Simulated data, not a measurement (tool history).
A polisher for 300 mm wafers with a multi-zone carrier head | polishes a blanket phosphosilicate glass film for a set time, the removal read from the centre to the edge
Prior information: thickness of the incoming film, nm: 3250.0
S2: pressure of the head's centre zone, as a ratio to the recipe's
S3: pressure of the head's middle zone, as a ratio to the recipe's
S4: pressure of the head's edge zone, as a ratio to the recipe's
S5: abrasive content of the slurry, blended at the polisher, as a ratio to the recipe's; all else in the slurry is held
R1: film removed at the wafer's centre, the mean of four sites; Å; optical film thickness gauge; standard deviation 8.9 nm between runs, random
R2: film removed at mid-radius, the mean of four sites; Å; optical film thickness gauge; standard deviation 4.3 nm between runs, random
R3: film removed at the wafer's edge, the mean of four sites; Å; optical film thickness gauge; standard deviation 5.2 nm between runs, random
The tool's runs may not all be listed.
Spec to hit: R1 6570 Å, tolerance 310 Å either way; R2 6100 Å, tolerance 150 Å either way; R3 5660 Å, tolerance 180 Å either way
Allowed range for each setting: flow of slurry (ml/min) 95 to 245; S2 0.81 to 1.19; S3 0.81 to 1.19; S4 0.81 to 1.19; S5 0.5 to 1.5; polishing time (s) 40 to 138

Run 1, day 0: flow of slurry (ml/min) 155, S2 1, S3 1, S4 1, S5 1, polishing time (s) 88. Result: R1 9167.1 Å, R2 9214.3 Å, R3 9211.8 Å.
Run 2, day 0.371: flow of slurry (ml/min) 115, S2 1, S3 1, S4 1, S5 1, polishing time (s) 88. Result: R1 8774.4 Å, R2 8762.4 Å, R3 9016.8 Å.
Run 3, day 0.562: flow of slurry (ml/min) 115, S2 1, S3 1, S4 1, S5 1, polishing time (s) 110. Result: R1 10991 Å, R2 11020 Å, R3 11167 Å.
Run 4, day 0.871: flow of slurry (ml/min) 115, S2 1, S3 1, S4 1, S5 1, polishing time (s) 126. Result: R1 12559 Å, R2 12732 Å, R3 12949 Å.
Run 5, day 0.95: flow of slurry (ml/min) 115, S2 1, S3 1, S4 1, S5 1.1, polishing time (s) 126. Result: R1 12889 Å, R2 13196 Å, R3 13164 Å.
Run 6, day 1.271: flow of slurry (ml/min) 130, S2 1.02, S3 1.02, S4 0.95, S5 0.95, polishing time (s) 105. Result: R1 10465 Å, R2 10631 Å, R3 10425 Å.
Run 7, day 1.412: flow of slurry (ml/min) 155, S2 1.06, S3 1.03, S4 0.92, S5 0.8, polishing time (s) 89. Result: R1 8863 Å, R2 8603.8 Å, R3 8092.5 Å.
Run 8, day 1.5: flow of slurry (ml/min) 160, S2 1.06, S3 1.02, S4 0.9, S5 0.7, polishing time (s) 84. Result: R1 8145 Å, R2 7571.7 Å, R3 7159.8 Å.
Run 9, day 1.808: flow of slurry (ml/min) 160, S2 1.05, S3 1.02, S4 0.88, S5 0.65, polishing time (s) 82. Result: R1 7585.9 Å, R2 7365.4 Å, R3 6791 Å.
Run 10, day 2.175: flow of slurry (ml/min) 120, S2 1.1, S3 0.96, S4 0.81, S5 0.5, polishing time (s) 76. Result: R1 6184.7 Å, R2 5425.5 Å, R3 5186 Å.
Run 11, day 2.421: flow of slurry (ml/min) 135, S2 1.09, S3 0.97, S4 0.82, S5 0.5, polishing time (s) 76. Result: R1 6219.8 Å, R2 5575.6 Å, R3 5344.3 Å.
Run 12, day 2.633: flow of slurry (ml/min) 145, S2 1.09, S3 0.98, S4 0.82, S5 0.5, polishing time (s) 76. Result: R1 6326.2 Å, R2 5751.1 Å, R3 5386.6 Å.
Run 13, day 2.754: flow of slurry (ml/min) 180, S2 1.08, S3 0.99, S4 0.86, S5 0.5, polishing time (s) 76. Result: R1 6577 Å, R2 5913.4 Å, R3 5522.5 Å.
Run 14, day 2.904: flow of slurry (ml/min) 180, S2 1.07, S3 0.99, S4 0.87, S5 0.5, polishing time (s) 76. Result: R1 6495.5 Å, R2 5796.8 Å, R3 5595.6 Å.

Of the 5 settings listed for the next run, only one would bring every result within its allowed miss of target. Which one?
Run A, day 3.054: flow of slurry (ml/min) 210, S2 1.07, S3 0.9, S4 0.84, S5 0.5, polishing time (s) 74. Result: R1 ?, R2 ?, R3 ?.
Run B, day 3.054: flow of slurry (ml/min) 140, S2 1.07, S3 0.91, S4 0.89, S5 0.5, polishing time (s) 78. Result: R1 ?, R2 ?, R3 ?.
Run C, day 3.054: flow of slurry (ml/min) 230, S2 1.06, S3 0.93, S4 0.81, S5 0.7, polishing time (s) 63. Result: R1 ?, R2 ?, R3 ?.
Run D, day 3.054: flow of slurry (ml/min) 145, S2 1.05, S3 0.97, S4 0.97, S5 0.5, polishing time (s) 76. Result: R1 ?, R2 ?, R3 ?.
Run E, day 3.054: flow of slurry (ml/min) 175, S2 1.07, S3 1.01, S4 0.86, S5 0.55, polishing time (s) 74. Result: R1 ?, R2 ?, R3 ?.

move      R1      R2      R3
   A  6358.7  5408.1    5408
   B  6309.9  5448.2  5620.3
   C  6348.7  5581.6  5343.6
   D  6069.5  5603.9  5708.5
   E  6490.7  6046.4    5614
A: lands further from the targets than the last run did
B: lands further from the targets than the last run did
C: lands further from the targets than the last run did
D: lands further from the targets than the last run did
E: hits every target within its allowed miss
E is the move that brings every result within its allowed miss.
